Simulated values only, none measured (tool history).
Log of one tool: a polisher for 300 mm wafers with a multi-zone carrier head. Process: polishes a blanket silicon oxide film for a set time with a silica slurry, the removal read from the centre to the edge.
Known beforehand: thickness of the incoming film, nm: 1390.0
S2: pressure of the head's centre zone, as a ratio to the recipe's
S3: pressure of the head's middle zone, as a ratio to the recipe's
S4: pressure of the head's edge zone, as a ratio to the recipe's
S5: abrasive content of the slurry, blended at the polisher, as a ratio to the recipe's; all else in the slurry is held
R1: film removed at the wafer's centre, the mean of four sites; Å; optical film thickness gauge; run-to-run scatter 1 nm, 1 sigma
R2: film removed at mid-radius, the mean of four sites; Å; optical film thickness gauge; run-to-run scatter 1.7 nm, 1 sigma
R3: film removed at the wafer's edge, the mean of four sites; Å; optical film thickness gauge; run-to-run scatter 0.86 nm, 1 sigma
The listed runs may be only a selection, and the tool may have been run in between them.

run 1 day=0.000 | flow_of_slurry_(ml/min)=290 S2=1.00 S3=1.00 S4=1.00 S5=1.00 polishing_time_(s)=75 | R1=1584.5 R2=1542.8 R3=1542.4
run 2 day=0.133 | flow_of_slurry_(ml/min)=285 S2=0.97 S3=0.99 S4=0.97 S5=0.95 polishing_time_(s)=75 | R1=1474.7 R2=1464.0 R3=1464.6
run 3 day=0.208 | flow_of_slurry_(ml/min)=280 S2=0.94 S3=0.99 S4=0.94 S5=0.90 polishing_time_(s)=75 | R1=1392.1 R2=1462.4 R3=1386.7
run 4 day=0.371 | flow_of_slurry_(ml/min)=250 S2=0.94 S3=0.99 S4=0.94 S5=0.90 polishing_time_(s)=75 | R1=1341.7 R2=1437.8 R3=1386.2
run 5 day=0.512 | flow_of_slurry_(ml/min)=250 S2=0.92 S3=0.97 S4=0.92 S5=0.85 polishing_time_(s)=75 | R1=1294.2 R2=1357.1 R3=1327.6
run 6 day=0.633 | flow_of_slurry_(ml/min)=250 S2=0.92 S3=0.97 S4=0.92 S5=0.95 polishing_time_(s)=75 | R1=1372.7 R2=1423.2 R3=1412.3
run 7 day=0.762 | flow_of_slurry_(ml/min)=245 S2=0.90 S3=0.96 S4=0.91 S5=0.90 polishing_time_(s)=75 | R1=1296.7 R2=1375.5 R3=1349.7

The next listed run, before its measurement:
run 8 day=0.992 | flow_of_slurry_(ml/min)=240 S2=0.88 S3=0.95 S4=0.90 S5=0.90 polishing_time_(s)=75 | R1=? R2=? R3=?

Logged for run 8: R1 1262.1 Å, R2 1355.8 Å, R3 1339.4 Å.
